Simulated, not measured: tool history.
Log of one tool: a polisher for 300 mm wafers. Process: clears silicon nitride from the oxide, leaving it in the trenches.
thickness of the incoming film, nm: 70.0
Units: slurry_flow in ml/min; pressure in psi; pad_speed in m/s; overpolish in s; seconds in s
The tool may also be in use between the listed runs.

run 1 hour=0.0 | slurry_flow=180 pressure=2.3 pad_speed=1.06 overpolish=9 | seconds=80.206
run 2 hour=6.5 | slurry_flow=180 pressure=2.3 pad_speed=1.06 overpolish=9 | seconds=78.909
run 3 hour=10.0 | slurry_flow=180 pressure=2.5 pad_speed=1.06 overpolish=9 | seconds=72.332
run 4 hour=12.0 | slurry_flow=180 pressure=2.5 pad_speed=1.18 overpolish=9 | seconds=66.892
run 5 hour=13.6 | slurry_flow=180 pressure=2.1 pad_speed=1.18 overpolish=9 | seconds=78.251
run 6 hour=16.0 | slurry_flow=180 pressure=2.3 pad_speed=1.18 overpolish=9 | seconds=72.768
run 7 hour=19.0 | slurry_flow=180 pressure=2.5 pad_speed=1.18 overpolish=9 | seconds=67.478
run 8 hour=20.1 | slurry_flow=180 pressure=2.7 pad_speed=1.18 overpolish=9 | seconds=61.824
run 9 hour=26.0 | slurry_flow=180 pressure=2.8 pad_speed=1.18 overpolish=9 | seconds=59.865
run 10 hour=27.3 | slurry_flow=180 pressure=2.9 pad_speed=1.18 overpolish=9 | seconds=58.833
run 11 hour=33.8 | slurry_flow=180 pressure=3.0 pad_speed=1.18 overpolish=9 | seconds=55.680

Forecast run 12:
run 12 hour=35.3 | slurry_flow=180 pressure=3.1 pad_speed=1.18 overpolish=9 | seconds=?

{"run 12": {"seconds": 54.228}}
